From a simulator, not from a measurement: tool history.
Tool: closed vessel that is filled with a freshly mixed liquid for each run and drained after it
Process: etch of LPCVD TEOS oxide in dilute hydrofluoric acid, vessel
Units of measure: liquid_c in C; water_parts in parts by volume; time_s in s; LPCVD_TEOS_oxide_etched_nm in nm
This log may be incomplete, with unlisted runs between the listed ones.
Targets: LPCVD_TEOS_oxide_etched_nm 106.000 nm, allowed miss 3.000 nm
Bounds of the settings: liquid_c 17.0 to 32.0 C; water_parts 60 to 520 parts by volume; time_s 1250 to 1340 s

{"run": 1, "hour": 0.0, "liquid_c": 24.0, "water_parts": 290, "time_s": 1250, "LPCVD_TEOS_oxide_etched_nm": 86.752}
{"run": 2, "hour": 8.9, "liquid_c": 24.0, "water_parts": 290, "time_s": 1250, "LPCVD_TEOS_oxide_etched_nm": 85.437}
{"run": 3, "hour": 15.6, "liquid_c": 24.0, "water_parts": 290, "time_s": 1340, "LPCVD_TEOS_oxide_etched_nm": 91.886}
{"run": 4, "hour": 19.8, "liquid_c": 25.0, "water_parts": 290, "time_s": 1340, "LPCVD_TEOS_oxide_etched_nm": 95.527}
{"run": 5, "hour": 24.5, "liquid_c": 21.5, "water_parts": 290, "time_s": 1340, "LPCVD_TEOS_oxide_etched_nm": 84.692}
{"run": 6, "hour": 30.6, "liquid_c": 23.0, "water_parts": 290, "time_s": 1340, "LPCVD_TEOS_oxide_etched_nm": 89.228}
{"run": 7, "hour": 36.4, "liquid_c": 24.5, "water_parts": 290, "time_s": 1340, "LPCVD_TEOS_oxide_etched_nm": 94.744}
{"run": 8, "hour": 45.1, "liquid_c": 25.5, "water_parts": 290, "time_s": 1340, "LPCVD_TEOS_oxide_etched_nm": 97.443}

Next run, 4 choices. One meets every target within its allowed miss, the rest don't. Which?
{"run": "A", "hour": 53.8, "liquid_c": 24.5, "water_parts": 280, "time_s": 1340, "LPCVD_TEOS_oxide_etched_nm": "?"}
{"run": "B", "hour": 53.8, "liquid_c": 27.5, "water_parts": 270, "time_s": 1250, "LPCVD_TEOS_oxide_etched_nm": "?"}
{"run": "C", "hour": 53.8, "liquid_c": 27.0, "water_parts": 270, "time_s": 1320, "LPCVD_TEOS_oxide_etched_nm": "?"}
{"run": "D", "hour": 53.8, "liquid_c": 25.5, "water_parts": 270, "time_s": 1250, "LPCVD_TEOS_oxide_etched_nm": "?"}

move=A LPCVD_TEOS_oxide_etched_nm=98.581
move=B LPCVD_TEOS_oxide_etched_nm=106.930
move=C LPCVD_TEOS_oxide_etched_nm=110.990
move=D LPCVD_TEOS_oxide_etched_nm=99.745
A: closes in on the targets versus the last run, not all within tolerance yet
B: each result inside its tolerance
C: moves the result that the last run missed by most past its target, out the other side
D: closes in on the targets versus the last run, not all within tolerance yet
B is the move that brings every result within its allowed miss.
